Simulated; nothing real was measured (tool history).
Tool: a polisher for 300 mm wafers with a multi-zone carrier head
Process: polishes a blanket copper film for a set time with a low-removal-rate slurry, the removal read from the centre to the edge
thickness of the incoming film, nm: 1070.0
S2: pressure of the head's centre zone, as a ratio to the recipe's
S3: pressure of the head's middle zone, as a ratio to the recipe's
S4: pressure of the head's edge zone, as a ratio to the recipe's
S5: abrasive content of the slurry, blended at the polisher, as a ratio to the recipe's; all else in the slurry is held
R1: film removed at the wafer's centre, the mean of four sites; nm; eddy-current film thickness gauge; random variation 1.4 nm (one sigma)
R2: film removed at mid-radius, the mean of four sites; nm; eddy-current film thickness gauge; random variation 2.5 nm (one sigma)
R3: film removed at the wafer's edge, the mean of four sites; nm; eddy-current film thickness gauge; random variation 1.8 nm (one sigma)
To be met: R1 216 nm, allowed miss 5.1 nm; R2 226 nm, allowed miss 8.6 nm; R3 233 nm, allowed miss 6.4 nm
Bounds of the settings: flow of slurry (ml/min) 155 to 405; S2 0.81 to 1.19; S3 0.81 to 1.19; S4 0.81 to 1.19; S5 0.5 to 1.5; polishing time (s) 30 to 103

Run 1, hour 0: flow of slurry (ml/min) 260, S2 1, S3 1, S4 1, S5 1, polishing time (s) 66. Result: R1 211.62 nm, R2 195.49 nm, R3 192.41 nm.
Run 2, hour 2.5: flow of slurry (ml/min) 270, S2 0.98, S3 1.01, S4 1.05, S5 1.1, polishing time (s) 66. Result: R1 212.43 nm, R2 198.99 nm, R3 201.93 nm.
Run 3, hour 6.8: flow of slurry (ml/min) 280, S2 0.96, S3 1.03, S4 1.08, S5 1.15, polishing time (s) 66. Result: R1 213.99 nm, R2 206.49 nm, R3 206.92 nm.
Run 4, hour 13.7: flow of slurry (ml/min) 280, S2 1.04, S3 1.03, S4 1.08, S5 1.15, polishing time (s) 66. Result: R1 233.53 nm, R2 203.64 nm, R3 206.8 nm.
At hour 21.5: centre zone pressure recalibrated.
Run 5, hour 21.5: flow of slurry (ml/min) 280, S2 1.07, S3 1.03, S4 1.08, S5 1.15, polishing time (s) 66. Result: R1 213.86 nm, R2 206.66 nm, R3 205.41 nm.
Run 6, hour 26.1: flow of slurry (ml/min) 280, S2 1.07, S3 0.96, S4 1.08, S5 1.15, polishing time (s) 66. Result: R1 215.11 nm, R2 195.58 nm, R3 205.33 nm.
Run 7, hour 33.5: flow of slurry (ml/min) 270, S2 1, S3 0.99, S4 1.11, S5 1.25, polishing time (s) 66. Result: R1 207.63 nm, R2 205.55 nm, R3 211.97 nm.
Run 8, hour 37.6: flow of slurry (ml/min) 280, S2 0.99, S3 1, S4 1.13, S5 1.3, polishing time (s) 66. Result: R1 205.74 nm, R2 208.54 nm, R3 215.87 nm.
Run 9, hour 43.2: flow of slurry (ml/min) 295, S2 0.99, S3 1.01, S4 1.14, S5 1.35, polishing time (s) 66. Result: R1 210.61 nm, R2 211.03 nm, R3 222.62 nm.

Which of these 4 next moves meets every target?
Run A, hour 48.8: flow of slurry (ml/min) 320, S2 1, S3 1.01, S4 1.14, S5 1.25, polishing time (s) 71. Result: R1 ?, R2 ?, R3 ?.
Run B, hour 48.8: flow of slurry (ml/min) 290, S2 0.96, S3 1, S4 1.12, S5 1.5, polishing time (s) 69. Result: R1 ?, R2 ?, R3 ?.
Run C, hour 48.8: flow of slurry (ml/min) 240, S2 0.92, S3 1.06, S4 1.18, S5 1.4, polishing time (s) 74. Result: R1 ?, R2 ?, R3 ?.
Run D, hour 48.8: flow of slurry (ml/min) 235, S2 0.98, S3 0.94, S4 1.09, S5 1.35, polishing time (s) 77. Result: R1 ?, R2 ?, R3 ?.

move      R1      R2      R3
   A  226.25  229.45   234.1
   B  218.08  228.86  233.85
   C  214.91  247.69  248.82
   D  235.29   230.5  246.25
A: brings the result that was furthest off to its target, and leaves another outside
B: meets every target
C: takes the result that was furthest off past its target
D: brings the result that was furthest off to its target, and leaves another outside
Answer: B
